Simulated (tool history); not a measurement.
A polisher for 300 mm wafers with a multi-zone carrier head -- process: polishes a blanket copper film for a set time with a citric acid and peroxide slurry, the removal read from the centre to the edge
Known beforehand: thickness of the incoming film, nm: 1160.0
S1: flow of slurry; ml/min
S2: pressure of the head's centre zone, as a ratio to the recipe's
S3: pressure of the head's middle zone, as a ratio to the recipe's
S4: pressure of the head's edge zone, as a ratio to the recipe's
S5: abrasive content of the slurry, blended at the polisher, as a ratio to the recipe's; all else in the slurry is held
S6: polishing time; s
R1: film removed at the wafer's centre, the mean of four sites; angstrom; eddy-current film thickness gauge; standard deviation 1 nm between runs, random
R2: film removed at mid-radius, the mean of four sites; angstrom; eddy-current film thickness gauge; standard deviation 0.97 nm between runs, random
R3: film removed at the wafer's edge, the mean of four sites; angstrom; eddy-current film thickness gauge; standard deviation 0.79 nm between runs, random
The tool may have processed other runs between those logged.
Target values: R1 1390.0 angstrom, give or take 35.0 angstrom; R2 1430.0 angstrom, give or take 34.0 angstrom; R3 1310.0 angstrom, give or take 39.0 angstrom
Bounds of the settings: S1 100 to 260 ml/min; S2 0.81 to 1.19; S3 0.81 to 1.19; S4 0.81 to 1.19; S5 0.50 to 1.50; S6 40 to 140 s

| run | hour | S1 | S2 | S3 | S4 | S5 | S6 | R1 | R2 | R3 |
|---|---|---|---|---|---|---|---|---|---|---|
| 1 | 0.0 | 165 | 1.00 | 1.00 | 1.00 | 1.00 | 90 | 2203.6 | 2122.5 | 2151.6 |
| 2 | 2.8 | 165 | 1.00 | 1.00 | 1.06 | 1.00 | 90 | 2193.4 | 2140.9 | 2203.9 |
| 3 | 9.2 | 165 | 1.00 | 1.00 | 0.99 | 1.00 | 90 | 2163.9 | 2125.4 | 2129.7 |
| 4 | 11.5 | 165 | 1.00 | 0.96 | 0.99 | 1.00 | 90 | 2208.2 | 2084.7 | 2136.5 |
| 5 | 14.4 | 165 | 1.00 | 0.96 | 0.99 | 1.00 | 74 | 1808.8 | 1702.2 | 1745.7 |
| 6 | 15.7 | 165 | 0.99 | 0.97 | 0.97 | 0.95 | 73 | 1741.0 | 1683.2 | 1694.5 |
| 7 | 21.1 | 165 | 0.99 | 0.97 | 0.95 | 0.90 | 72 | 1687.8 | 1620.1 | 1612.3 |
| 8 | 27.3 | 165 | 0.99 | 0.97 | 0.95 | 0.90 | 72 | 1689.5 | 1618.7 | 1616.0 |
| 9 | 31.2 | 160 | 0.98 | 0.98 | 0.93 | 0.85 | 72 | 1639.3 | 1600.1 | 1601.1 |
| 10 | 33.6 | 165 | 0.98 | 0.99 | 0.92 | 0.80 | 71 | 1610.7 | 1563.9 | 1545.5 |
| 11 | 39.4 | 130 | 0.93 | 1.03 | 0.82 | 0.55 | 70 | 1305.7 | 1352.1 | 1271.0 |
| 12 | 46.2 | 135 | 0.93 | 1.03 | 0.82 | 0.55 | 70 | 1310.8 | 1374.9 | 1250.8 |
| 13 | 54.8 | 140 | 0.93 | 1.03 | 0.82 | 0.55 | 70 | 1328.8 | 1388.9 | 1278.3 |
| 14 | 63.3 | 145 | 0.93 | 1.03 | 0.82 | 0.55 | 70 | 1334.6 | 1398.0 | 1293.1 |

Below are 5 possible settings for the next run. Only one of them brings all results inside the allowed miss of their targets. Which is it?
| A | 71.8 | 135 | 0.92 | 1.14 | 0.81 | 0.55 | 69 | ? | ? | ? |
| B | 71.8 | 175 | 0.84 | 0.95 | 0.86 | 0.50 | 69 | ? | ? | ? |
| C | 71.8 | 105 | 0.98 | 0.98 | 0.82 | 0.60 | 75 | ? | ? | ? |
| D | 71.8 | 155 | 0.93 | 1.00 | 0.81 | 0.85 | 64 | ? | ? | ? |
| E | 71.8 | 230 | 1.07 | 1.02 | 0.81 | 0.55 | 65 | ? | ? | ? |

| move | R1 | R2 | R3 |
|---|---|---|---|
| A | 1287.5 | 1453.7 | 1247.8 |
| B | 1234.9 | 1334.8 | 1297.1 |
| C | 1400.0 | 1383.5 | 1337.3 |
| D | 1391.7 | 1433.7 | 1324.2 |
| E | 1516.2 | 1399.6 | 1257.0 |
A: its largest miss is bigger than the last run's
B: its largest miss is bigger than the last run's
C: the worst result of the last run now meets its target, but another is out of spec
D: each result inside its tolerance
E: moves the result that the last run missed by most past its target, out the other side
Move D is the one to make.

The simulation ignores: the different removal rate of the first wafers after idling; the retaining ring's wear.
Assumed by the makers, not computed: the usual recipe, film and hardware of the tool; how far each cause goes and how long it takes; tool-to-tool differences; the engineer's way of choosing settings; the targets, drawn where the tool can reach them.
